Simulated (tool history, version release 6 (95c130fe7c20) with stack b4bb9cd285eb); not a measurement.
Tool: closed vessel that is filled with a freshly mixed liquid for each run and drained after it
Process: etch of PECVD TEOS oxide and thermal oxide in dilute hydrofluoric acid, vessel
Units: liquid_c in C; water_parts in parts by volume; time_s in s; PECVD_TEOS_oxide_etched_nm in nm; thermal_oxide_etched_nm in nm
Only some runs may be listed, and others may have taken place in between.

run	day	liquid_c	water_parts	time_s	PECVD_TEOS_oxide_etched_nm	thermal_oxide_etched_nm
1	0.000	22.0	150	60	5.5950	1.5065
2	0.250	22.0	150	75	6.9782	1.8036
3	0.558	20.5	165	75	5.8625	1.5064
4	0.592	20.5	165	100	7.8638	2.0138
5	0.617	19.5	190	100	6.4054	1.6231
6	0.925	17.0	190	100	5.6978	1.5109
7	1.221	17.0	205	100	5.2447	1.3804

Forecast run 8:
8	1.567	17.0	220	100	?	?

PECVD_TEOS_oxide_etched_nm: 4.8647 nm
thermal_oxide_etched_nm: 1.2453 nm
